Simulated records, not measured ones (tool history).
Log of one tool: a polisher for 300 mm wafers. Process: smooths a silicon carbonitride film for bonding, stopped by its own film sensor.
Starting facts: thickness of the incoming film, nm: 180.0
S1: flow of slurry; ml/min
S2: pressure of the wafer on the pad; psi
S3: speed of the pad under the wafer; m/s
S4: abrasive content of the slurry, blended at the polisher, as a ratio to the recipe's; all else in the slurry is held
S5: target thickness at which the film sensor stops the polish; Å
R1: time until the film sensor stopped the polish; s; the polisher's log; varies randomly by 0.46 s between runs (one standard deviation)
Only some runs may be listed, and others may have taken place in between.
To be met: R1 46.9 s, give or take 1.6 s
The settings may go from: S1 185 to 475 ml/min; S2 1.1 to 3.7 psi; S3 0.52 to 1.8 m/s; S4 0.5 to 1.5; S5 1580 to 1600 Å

| run | hour | S1 | S2 | S3 | S4 | S5 | R1 |
|---|---|---|---|---|---|---|---|
| 1 | 0 | 305 | 2.4 | 1.16 | 1 | 1580 | 68.416 |
| 2 | 1.7 | 360 | 2.4 | 1.16 | 1 | 1580 | 68.636 |
| 3 | 5.8 | 360 | 2.4 | 1.16 | 1 | 1580 | 68.112 |
| 4 | 14.7 | 360 | 2.4 | 1.16 | 1 | 1580 | 69.018 |
| 5 | 23.5 | 360 | 2.6 | 1.16 | 1 | 1580 | 65.054 |
| 6 | 24.1 | 360 | 2.6 | 1.16 | 1 | 1580 | 64.974 |
| 7 | 30.1 | 360 | 3.2 | 1.18 | 1 | 1580 | 52.251 |
| 8 | 35.8 | 360 | 3.2 | 1.18 | 1 | 1580 | 52.509 |
| 9 | 39.2 | 360 | 3.3 | 1.18 | 1 | 1580 | 50.716 |
| 10 | 42.4 | 360 | 3.4 | 1.18 | 1 | 1580 | 49.944 |

Next run, 5 choices. One meets every target within its allowed miss, the rest don't. Which?
| A | 45.6 | 330 | 3.5 | 0.92 | 1.25 | 1580 | ? |
| B | 45.6 | 350 | 3.1 | 1.28 | 0.95 | 1580 | ? |
| C | 45.6 | 400 | 3.5 | 1.14 | 0.9 | 1580 | ? |
| D | 45.6 | 330 | 3.1 | 1.24 | 0.8 | 1580 | ? |
| E | 45.6 | 395 | 3.2 | 1.16 | 1.05 | 1600 | ? |

| move | R1 |
|---|---|
| A | 53.461 |
| B | 51.39 |
| C | 51.393 |
| D | 57.385 |
| E | 46.679 |
A: further off than the last run
B: further off than the last run
C: further off than the last run
D: further off than the last run
E: meets every target
Answer: E
